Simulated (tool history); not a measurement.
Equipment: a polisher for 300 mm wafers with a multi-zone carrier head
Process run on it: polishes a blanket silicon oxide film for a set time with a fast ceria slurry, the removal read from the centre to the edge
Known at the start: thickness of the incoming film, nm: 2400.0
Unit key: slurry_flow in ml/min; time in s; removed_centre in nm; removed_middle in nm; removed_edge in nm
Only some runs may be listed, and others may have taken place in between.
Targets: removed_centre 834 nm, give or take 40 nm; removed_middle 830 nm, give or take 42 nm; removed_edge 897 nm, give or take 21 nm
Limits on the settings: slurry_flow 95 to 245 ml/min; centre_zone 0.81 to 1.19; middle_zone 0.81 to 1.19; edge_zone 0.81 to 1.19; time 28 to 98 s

| run | hour | slurry_flow | centre_zone | middle_zone | edge_zone | time | removed_centre | removed_middle | removed_edge |
|---|---|---|---|---|---|---|---|---|---|
| 1 | 0 | 155 | 1 | 1 | 1 | 63 | 981.21 | 997.19 | 1025 |
| 2 | 5.7 | 155 | 1 | 1 | 1 | 51 | 772.04 | 784.43 | 826.44 |
| 3 | 7.8 | 155 | 1 | 1 | 0.92 | 51 | 800.75 | 781.84 | 801.52 |
| 4 | 16.6 | 155 | 1 | 1.04 | 0.92 | 51 | 801.57 | 820.6 | 797.06 |
| 5 | 25 | 155 | 1 | 1.04 | 0.92 | 40 | 611.47 | 641.08 | 624.58 |
| 6 | 30.5 | 155 | 0.97 | 1.04 | 0.92 | 40 | 597.56 | 642.45 | 625.19 |
| 7 | 38.5 | 200 | 1.05 | 1.03 | 1.02 | 56 | 950.61 | 945.15 | 943.19 |
| 8 | 44.5 | 200 | 1.05 | 1.03 | 1.02 | 56 | 963.7 | 921.48 | 944.34 |

Below are 4 possible settings for the next run. Only one of them brings all results inside the allowed miss of their targets. Which is it?
| A | 50.5 | 185 | 0.91 | 0.94 | 1.13 | 51 | ? | ? | ? |
| B | 50.5 | 215 | 1.19 | 0.94 | 1.03 | 53 | ? | ? | ? |
| C | 50.5 | 160 | 0.88 | 1.19 | 1.06 | 56 | ? | ? | ? |
| D | 50.5 | 205 | 1 | 0.99 | 1.09 | 51 | ? | ? | ? |

| move | removed_centre | removed_middle | removed_edge |
|---|---|---|---|
| A | 744.13 | 769.99 | 900.95 |
| B | 1036.7 | 815.71 | 907.47 |
| C | 771.75 | 1010.9 | 939.22 |
| D | 831.81 | 815.47 | 893.39 |
A: the result that was furthest off in the last run now lies on the other side of its target
B: misses by more than the last run did
C: the result that was furthest off in the last run now lies on the other side of its target
D: every result within its allowed miss
D meets every target.

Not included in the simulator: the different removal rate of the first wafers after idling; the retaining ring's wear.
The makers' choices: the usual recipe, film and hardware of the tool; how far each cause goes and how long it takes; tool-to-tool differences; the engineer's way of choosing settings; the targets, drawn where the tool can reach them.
